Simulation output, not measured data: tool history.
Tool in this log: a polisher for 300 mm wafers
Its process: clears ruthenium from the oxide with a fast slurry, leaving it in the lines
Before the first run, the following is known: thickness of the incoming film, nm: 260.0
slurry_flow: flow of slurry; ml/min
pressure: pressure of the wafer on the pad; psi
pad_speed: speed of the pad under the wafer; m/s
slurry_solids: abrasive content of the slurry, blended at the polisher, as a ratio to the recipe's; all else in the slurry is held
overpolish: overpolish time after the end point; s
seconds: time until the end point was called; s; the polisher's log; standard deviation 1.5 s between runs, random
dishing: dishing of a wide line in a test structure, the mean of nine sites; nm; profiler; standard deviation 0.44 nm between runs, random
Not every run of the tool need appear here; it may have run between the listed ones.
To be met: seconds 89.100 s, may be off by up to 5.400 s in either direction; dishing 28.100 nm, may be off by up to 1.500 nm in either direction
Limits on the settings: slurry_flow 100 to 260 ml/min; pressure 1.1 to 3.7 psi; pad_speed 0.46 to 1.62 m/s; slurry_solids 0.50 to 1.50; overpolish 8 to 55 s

Run 1, hour 0.0: slurry_flow 165 ml/min, pressure 2.4 psi, pad_speed 1.04 m/s, slurry_solids 1.00, overpolish 28 s. Result: seconds 68.107 s, dishing 58.570 nm.
Run 2, hour 2.5: slurry_flow 165 ml/min, pressure 2.4 psi, pad_speed 1.16 m/s, slurry_solids 1.00, overpolish 28 s. Result: seconds 59.618 s, dishing 62.800 nm.
Run 3, hour 11.3: slurry_flow 160 ml/min, pressure 2.2 psi, pad_speed 1.16 m/s, slurry_solids 0.95, overpolish 24 s. Result: seconds 69.206 s, dishing 53.792 nm.
Run 4, hour 14.3: slurry_flow 160 ml/min, pressure 2.2 psi, pad_speed 1.16 m/s, slurry_solids 0.95, overpolish 31 s. Result: seconds 69.744 s, dishing 61.730 nm.
Run 5, hour 17.7: slurry_flow 170 ml/min, pressure 2.0 psi, pad_speed 1.12 m/s, slurry_solids 1.00, overpolish 26 s. Result: seconds 76.426 s, dishing 54.133 nm.
Run 6, hour 18.7: slurry_flow 155 ml/min, pressure 2.2 psi, pad_speed 1.04 m/s, slurry_solids 0.90, overpolish 22 s. Result: seconds 78.544 s, dishing 44.767 nm.
Run 7, hour 22.4: slurry_flow 155 ml/min, pressure 2.2 psi, pad_speed 1.02 m/s, slurry_solids 0.85, overpolish 19 s. Result: seconds 85.801 s, dishing 39.245 nm.
Run 8, hour 29.0: slurry_flow 155 ml/min, pressure 2.3 psi, pad_speed 1.00 m/s, slurry_solids 0.85, overpolish 17 s. Result: seconds 83.216 s, dishing 37.969 nm.
Run 9, hour 30.8: slurry_flow 155 ml/min, pressure 2.3 psi, pad_speed 0.98 m/s, slurry_solids 0.85, overpolish 15 s. Result: seconds 87.451 s, dishing 33.794 nm.
Run 10, hour 37.7: slurry_flow 160 ml/min, pressure 2.3 psi, pad_speed 0.96 m/s, slurry_solids 0.85, overpolish 8 s. Result: seconds 84.554 s, dishing 18.862 nm.
Run 11, hour 39.9: slurry_flow 150 ml/min, pressure 2.3 psi, pad_speed 0.96 m/s, slurry_solids 0.80, overpolish 8 s. Result: seconds 90.380 s, dishing 18.115 nm.
Run 12, hour 43.7: slurry_flow 165 ml/min, pressure 2.3 psi, pad_speed 0.94 m/s, slurry_solids 0.80, overpolish 9 s. Result: seconds 91.150 s, dishing 20.023 nm.
Run 13, hour 46.5: slurry_flow 155 ml/min, pressure 2.3 psi, pad_speed 0.94 m/s, slurry_solids 0.80, overpolish 10 s. Result: seconds 92.321 s, dishing 21.587 nm.
Run 14, hour 53.8: slurry_flow 150 ml/min, pressure 2.3 psi, pad_speed 0.94 m/s, slurry_solids 0.80, overpolish 11 s. Result: seconds 91.584 s, dishing 24.301 nm.
Run 15, hour 61.6: slurry_flow 145 ml/min, pressure 2.3 psi, pad_speed 0.94 m/s, slurry_solids 0.80, overpolish 11 s. Result: seconds 88.314 s, dishing 23.997 nm.
Run 16, hour 63.4: slurry_flow 140 ml/min, pressure 2.3 psi, pad_speed 0.94 m/s, slurry_solids 0.80, overpolish 11 s. Result: seconds 90.755 s, dishing 23.123 nm.
Run 17, hour 67.7: slurry_flow 140 ml/min, pressure 2.3 psi, pad_speed 0.94 m/s, slurry_solids 0.80, overpolish 11 s. Result: seconds 94.392 s, dishing 23.721 nm.
Run 18, hour 74.1: slurry_flow 135 ml/min, pressure 2.4 psi, pad_speed 0.96 m/s, slurry_solids 0.75, overpolish 12 s. Result: seconds 91.538 s, dishing 25.262 nm.

Which one of the following 4 next-run settings gets every result inside its allowed miss? There is exactly one.
Run A, hour 80.5: slurry_flow 130 ml/min, pressure 2.3 psi, pad_speed 1.18 m/s, slurry_solids 0.65, overpolish 10 s. Result: seconds ?, dishing ?.
Run B, hour 80.5: slurry_flow 130 ml/min, pressure 2.7 psi, pad_speed 0.94 m/s, slurry_solids 0.70, overpolish 11 s. Result: seconds ?, dishing ?.
Run C, hour 80.5: slurry_flow 115 ml/min, pressure 2.3 psi, pad_speed 0.96 m/s, slurry_solids 0.70, overpolish 13 s. Result: seconds ?, dishing ?.
Run D, hour 80.5: slurry_flow 125 ml/min, pressure 2.7 psi, pad_speed 0.90 m/s, slurry_solids 0.75, overpolish 13 s. Result: seconds ?, dishing ?.

move  seconds  dishing
   A   87.011   22.013
   B   87.490   23.805
   C  103.240   23.837
   D   87.447   27.471
A: misses by more than the last run did
B: misses by more than the last run did
C: misses by more than the last run did
D: in spec on every target
Answer: D
